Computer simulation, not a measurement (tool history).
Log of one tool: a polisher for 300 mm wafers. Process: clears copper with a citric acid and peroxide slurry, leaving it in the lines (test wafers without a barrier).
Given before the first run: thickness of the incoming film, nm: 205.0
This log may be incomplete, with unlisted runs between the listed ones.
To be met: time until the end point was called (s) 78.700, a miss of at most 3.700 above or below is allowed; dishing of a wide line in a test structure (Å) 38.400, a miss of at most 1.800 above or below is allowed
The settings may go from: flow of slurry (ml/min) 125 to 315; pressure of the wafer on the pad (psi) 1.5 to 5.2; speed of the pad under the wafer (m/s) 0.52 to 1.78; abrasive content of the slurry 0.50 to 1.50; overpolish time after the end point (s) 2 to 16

run	hour	flow of slurry (ml/min)	pressure of the wafer on the pad (psi)	speed of the pad under the wafer (m/s)	abrasive content of the slurry	overpolish time after the end point (s)	time until the end point was called (s)	dishing of a wide line in a test structure (Å)
1	0.0	205	3.3	1.14	1.00	8	60.071	192.470
2	2.4	205	3.3	1.14	1.00	6	60.145	143.080
3	5.0	205	3.3	1.14	1.00	8	61.111	193.130
4	9.2	205	3.2	1.10	1.00	7	62.935	161.860
5	11.5	195	3.0	1.10	0.95	6	69.103	128.040
6	12.7	195	3.0	1.24	0.95	6	62.296	142.630
7	18.1	210	2.9	1.16	1.00	6	64.820	131.730
8	18.7	225	2.7	1.12	1.05	6	72.423	120.840
9	22.7	235	2.6	1.12	1.10	6	73.812	118.190
10	30.1	245	2.5	1.12	1.15	6	77.686	116.940
11	38.9	230	2.5	1.10	1.05	6	79.116	114.550
12	43.6	215	2.5	1.06	1.10	6	80.019	111.160
13	47.6	205	2.4	1.04	1.15	6	83.701	106.880
14	53.3	195	2.4	1.02	1.05	6	86.905	99.479
15	59.6	185	2.4	1.00	1.00	6	87.896	98.623
16	61.2	180	2.4	0.98	0.95	6	90.328	98.719
17	66.8	175	2.3	1.00	1.00	6	91.779	95.592
18	74.8	170	2.2	1.00	1.00	6	96.139	90.694
19	77.4	165	2.1	1.02	1.05	6	101.410	89.510
20	82.7	185	2.1	0.96	1.00	6	102.340	86.471
21	83.7	180	2.2	0.90	0.95	6	104.310	85.532
22	86.5	175	2.1	0.94	0.95	6	106.690	85.479
23	90.3	170	2.2	0.88	1.00	6	103.310	84.250
24	92.4	165	2.3	0.84	1.05	6	101.500	88.082
25	93.3	160	2.2	0.90	1.00	6	105.470	86.989
26	98.7	180	2.1	0.94	0.95	6	103.350	83.751
27	103.4	195	2.0	0.98	0.90	6	107.600	81.157
28	111.2	210	2.0	1.02	0.85	6	104.230	85.457

Exactly one of the 5 candidate moves below puts every result within its allowed miss. Which one?
A	119.0	225	3.1	1.02	0.85	6	?	?
B	119.0	125	2.7	1.08	1.30	7	?	?
C	119.0	215	2.2	1.02	0.70	12	?	?
D	119.0	160	3.0	0.86	0.95	2	?	?
E	119.0	200	2.5	0.96	0.85	14	?	?

move	time until the end point was called (s)	dishing of a wide line in a test structure (Å)
A	69.650	131.350
B	77.222	137.640
C	99.390	179.770
D	81.242	38.666
E	89.893	228.450
A: further off than the last run
B: further off than the last run
C: further off than the last run
D: all results land within tolerance of their targets
E: further off than the last run
The move that meets every target is D.
